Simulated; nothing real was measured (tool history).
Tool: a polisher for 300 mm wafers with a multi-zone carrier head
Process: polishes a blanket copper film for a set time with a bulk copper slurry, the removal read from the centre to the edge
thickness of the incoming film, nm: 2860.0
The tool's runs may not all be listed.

| run | hour | flow of slurry (ml/min) | pressure of the head's centre zone | pressure of the head's middle zone | pressure of the head's edge zone | abrasive content of the slurry | polishing time (s) | film removed at the wafer's centre (Å) | film removed at mid-radius (Å) | film removed at the wafer's edge (Å) |
|---|---|---|---|---|---|---|---|---|---|---|
| 1 | 0 | 250 | 1 | 1 | 1 | 1 | 65 | 5549.2 | 5638.3 | 5791.9 |
| 2 | 3.9 | 250 | 1 | 1 | 1 | 1 | 59 | 4962.4 | 5071.5 | 5202.6 |
| 3 | 4.9 | 280 | 1 | 1 | 1 | 1 | 59 | 5222.3 | 5133.8 | 5250.1 |
| 4 | 7.9 | 280 | 1 | 1 | 0.94 | 1 | 59 | 5149.9 | 5079.5 | 5074.9 |
| 5 | 16.7 | 280 | 1 | 1 | 1.02 | 1 | 59 | 5166.1 | 5101.6 | 5205.8 |
| 6 | 18.6 | 280 | 1 | 1.07 | 1.02 | 1 | 59 | 5220 | 5371.4 | 5316.8 |
| 7 | 25.3 | 290 | 1 | 1.04 | 1.03 | 0.95 | 56 | 4827.6 | 5073.7 | 5012.1 |
| 8 | 32.1 | 285 | 1.02 | 1.01 | 1.04 | 0.95 | 53 | 4669.9 | 4550.6 | 4779.1 |
| 9 | 39.5 | 285 | 1.02 | 0.99 | 1.02 | 0.9 | 52 | 4511.3 | 4416.8 | 4557.2 |
|  | 46.7 | worn pad replaced by a new one |
| 10 | 46.7 | 280 | 1.03 | 0.96 | 1.02 | 0.85 | 51 | 4710.3 | 4267.8 | 4650.4 |
| 11 | 55 | 285 | 1.02 | 0.94 | 1.01 | 0.85 | 49 | 4391.1 | 4068.1 | 4382.6 |
| 12 | 57.5 | 285 | 1.02 | 0.92 | 1 | 0.8 | 48 | 4262.9 | 3797.8 | 4251.3 |
| 13 | 62.3 | 290 | 1.01 | 0.91 | 0.98 | 0.75 | 48 | 4118.4 | 3743 | 4076 |
| 14 | 68 | 290 | 1.01 | 0.9 | 0.97 | 0.7 | 48 | 4115.8 | 3657.7 | 4020.7 |
| 15 | 70 | 290 | 1 | 0.89 | 0.96 | 0.7 | 48 | 4036.6 | 3641.7 | 3992.5 |
| 16 | 72.8 | 290 | 1 | 0.88 | 0.95 | 0.65 | 48 | 3885.8 | 3561.2 | 3864.4 |
| 17 | 80.8 | 285 | 1 | 0.87 | 0.95 | 0.65 | 48 | 3923 | 3499.8 | 3825.8 |
| 18 | 81.8 | 275 | 1 | 0.86 | 0.95 | 0.65 | 48 | 3860.1 | 3362.8 | 3869 |
| 19 | 88 | 270 | 1 | 0.86 | 0.94 | 0.65 | 48 | 3894.5 | 3431.4 | 3865.8 |

Forecast run 20:
| 20 | 91.3 | 265 | 1 | 0.85 | 0.93 | 0.65 | 48 | ? | ? | ? |

film removed at the wafer's centre (Å): 3816.5
film removed at mid-radius (Å): 3342
film removed at the wafer's edge (Å): 3809.2
